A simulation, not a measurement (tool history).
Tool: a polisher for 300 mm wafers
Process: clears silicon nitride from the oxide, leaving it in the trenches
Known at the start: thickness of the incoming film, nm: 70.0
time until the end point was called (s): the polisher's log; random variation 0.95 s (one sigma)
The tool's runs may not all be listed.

run	hour	flow of slurry (ml/min)	pressure of the wafer on the pad (kPa)	speed of the pad under the wafer (cm/s)	overpolish time after the end point (s)	time until the end point was called (s)
1	0.0	185	22.8	76	8	93.690
2	3.0	205	22.8	76	8	88.890
3	3.9	195	22.8	76	8	90.513
4	11.8	190	22.8	76	8	92.718
5	13.6	190	22.8	84	8	81.728
6	21.4	170	22.8	84	8	83.342

Run 7 comes next. What will it give?
7	29.6	165	22.1	84	8	?

time until the end point was called (s): 87.622
